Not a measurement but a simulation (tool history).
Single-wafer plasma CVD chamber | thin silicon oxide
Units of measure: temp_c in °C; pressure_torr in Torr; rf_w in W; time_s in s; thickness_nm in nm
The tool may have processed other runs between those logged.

Run 1, day 0.000: temp_c 405 °C, pressure_torr 0.563 Torr, rf_w 325 W, time_s 6.01 s. Result: thickness_nm 7.8903 nm.
Run 2, day 0.312: temp_c 405 °C, pressure_torr 0.549 Torr, rf_w 325 W, time_s 6.01 s. Result: thickness_nm 7.6767 nm.
Run 3, day 0.650: temp_c 405 °C, pressure_torr 0.549 Torr, rf_w 325 W, time_s 6.01 s. Result: thickness_nm 7.7030 nm.
Run 4, day 0.788: temp_c 405 °C, pressure_torr 0.536 Torr, rf_w 325 W, time_s 6.01 s. Result: thickness_nm 7.4816 nm.
Run 5, day 0.967: temp_c 405 °C, pressure_torr 0.526 Torr, rf_w 325 W, time_s 6.01 s. Result: thickness_nm 7.3549 nm.
Run 6, day 1.321: temp_c 405 °C, pressure_torr 0.574 Torr, rf_w 325 W, time_s 6.01 s. Result: thickness_nm 8.0909 nm.
Run 7, day 1.400: temp_c 405 °C, pressure_torr 0.558 Torr, rf_w 325 W, time_s 6.01 s. Result: thickness_nm 7.8345 nm.

Expected results for the next run?
Run 8, day 1.638: temp_c 405 °C, pressure_torr 0.544 Torr, rf_w 325 W, time_s 6.01 s. Result: thickness_nm ?.

Run 8 gave thickness_nm 7.6884 nm.

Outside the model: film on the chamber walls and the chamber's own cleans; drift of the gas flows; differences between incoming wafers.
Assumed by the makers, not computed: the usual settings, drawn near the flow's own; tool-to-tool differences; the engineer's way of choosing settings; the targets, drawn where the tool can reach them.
